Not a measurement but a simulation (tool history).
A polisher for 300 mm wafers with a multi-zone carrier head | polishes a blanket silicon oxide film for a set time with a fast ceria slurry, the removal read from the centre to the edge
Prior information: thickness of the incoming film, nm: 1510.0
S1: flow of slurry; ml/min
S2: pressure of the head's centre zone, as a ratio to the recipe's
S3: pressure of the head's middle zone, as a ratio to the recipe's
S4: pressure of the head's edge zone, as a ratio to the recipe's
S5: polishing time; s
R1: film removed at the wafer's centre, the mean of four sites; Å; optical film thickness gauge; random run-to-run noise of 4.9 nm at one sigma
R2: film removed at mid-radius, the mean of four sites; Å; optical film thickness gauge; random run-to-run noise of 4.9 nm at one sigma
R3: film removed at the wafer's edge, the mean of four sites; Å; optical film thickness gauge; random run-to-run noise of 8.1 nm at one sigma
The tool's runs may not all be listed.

run	hour	S1	S2	S3	S4	S5	R1	R2	R3
1	0.0	195	1.00	1.00	1.00	37	4648.7	4727.5	4292.2
2	6.7	195	1.00	1.04	1.00	37	4661.5	4812.0	4271.1
3	12.0	215	1.00	1.08	1.03	41	5266.2	5609.9	4891.3
4	20.9	230	1.01	1.11	1.05	43	5564.9	6049.1	5081.6
5	23.5	230	1.01	1.11	1.05	37	4852.1	5191.6	4399.3
# hour 30.5: edge zone pressure recalibrated
6	30.5	230	0.96	1.11	1.05	37	4554.0	5193.1	4745.9
7	31.1	280	1.04	1.17	1.15	47	6350.7	7073.0	6310.7

Expected results for the next run?
8	40.0	285	1.05	1.18	1.14	48	?	?	?

{"run 8": {"R1": 6563.9, "R2": 7251.9, "R3": 6574.7}}
